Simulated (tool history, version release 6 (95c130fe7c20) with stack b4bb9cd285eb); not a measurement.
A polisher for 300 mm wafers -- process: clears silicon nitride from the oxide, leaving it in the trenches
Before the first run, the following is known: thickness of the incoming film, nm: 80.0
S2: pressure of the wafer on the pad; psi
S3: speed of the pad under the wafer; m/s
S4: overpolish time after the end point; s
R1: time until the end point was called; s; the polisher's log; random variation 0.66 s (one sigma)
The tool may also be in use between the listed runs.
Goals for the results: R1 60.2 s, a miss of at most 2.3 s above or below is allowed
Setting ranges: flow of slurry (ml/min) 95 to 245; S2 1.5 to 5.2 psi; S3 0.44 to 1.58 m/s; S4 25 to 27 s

run 1 day=0 | flow_of_slurry_(ml/min)=155 S2=3.3 S3=1 S4=25 | R1=80.23
run 2 day=0.375 | flow_of_slurry_(ml/min)=135 S2=3.3 S3=1 S4=25 | R1=80.458
run 3 day=0.721 | flow_of_slurry_(ml/min)=135 S2=3.5 S3=1 S4=25 | R1=78.073
run 4 day=0.967 | flow_of_slurry_(ml/min)=135 S2=3.5 S3=0.8 S4=25 | R1=97.811
run 5 day=1.158 | flow_of_slurry_(ml/min)=115 S2=3.5 S3=0.8 S4=25 | R1=99.825
run 6 day=1.225 | flow_of_slurry_(ml/min)=115 S2=3.5 S3=0.7 S4=25 | R1=112.21
run 7 day=1.596 | flow_of_slurry_(ml/min)=120 S2=3.9 S3=0.72 S4=25 | R1=97.684
run 8 day=1.658 | flow_of_slurry_(ml/min)=140 S2=4.9 S3=0.82 S4=25 | R1=69.832
run 9 day=1.779 | flow_of_slurry_(ml/min)=140 S2=5 S3=0.84 S4=25 | R1=66.432
run 10 day=1.942 | flow_of_slurry_(ml/min)=145 S2=5.1 S3=0.86 S4=25 | R1=62.76

Of the 4 settings listed for the next run, only one would bring every result within its allowed miss of target. Which one?
run A day=2.104 | flow_of_slurry_(ml/min)=180 S2=4.7 S3=0.88 S4=27 | R1=?
run B day=2.104 | flow_of_slurry_(ml/min)=145 S2=5.2 S3=0.88 S4=27 | R1=?
run C day=2.104 | flow_of_slurry_(ml/min)=130 S2=4.8 S3=0.92 S4=25 | R1=?
run D day=2.104 | flow_of_slurry_(ml/min)=190 S2=4 S3=0.98 S4=27 | R1=?

move=A R1=63.785
move=B R1=60.426
move=C R1=63.649
move=D R1=65.844
A: its largest miss is bigger than the last run's
B: hits every target within its allowed miss
C: its largest miss is bigger than the last run's
D: its largest miss is bigger than the last run's
Move B is the one to make.
